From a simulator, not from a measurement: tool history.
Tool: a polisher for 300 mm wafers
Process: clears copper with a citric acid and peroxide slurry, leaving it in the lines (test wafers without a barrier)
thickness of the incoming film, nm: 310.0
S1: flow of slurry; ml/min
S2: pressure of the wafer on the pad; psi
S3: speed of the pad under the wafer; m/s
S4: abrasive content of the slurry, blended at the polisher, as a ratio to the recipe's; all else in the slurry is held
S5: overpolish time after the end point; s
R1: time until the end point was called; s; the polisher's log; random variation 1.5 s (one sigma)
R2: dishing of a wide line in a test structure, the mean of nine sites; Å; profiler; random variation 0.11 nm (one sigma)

run,hour,S1,S2,S3,S4,S5,R1,R2
1,0,305,2.4,1.26,1,11,120.82,195.34
2,6.9,305,2.4,1.26,1,15,121.87,263.21
3,8.6,305,2.9,1.26,1,15,101.07,303.89
4,11.7,365,2.9,1.26,1,15,99.633,308.91
5,16,375,3.1,1.1,1,11,108.68,223.43
6,18.4,375,3.1,1.1,1,13,106.3,255.07
7,19.7,320,3,1.12,0.9,10,109.83,191.68

Run 8 comes next. What will it give?
8,20.5,280,3,1.12,0.8,8,?,?

Run 8 gave R1 116.24 s, R2 156.1 Å.
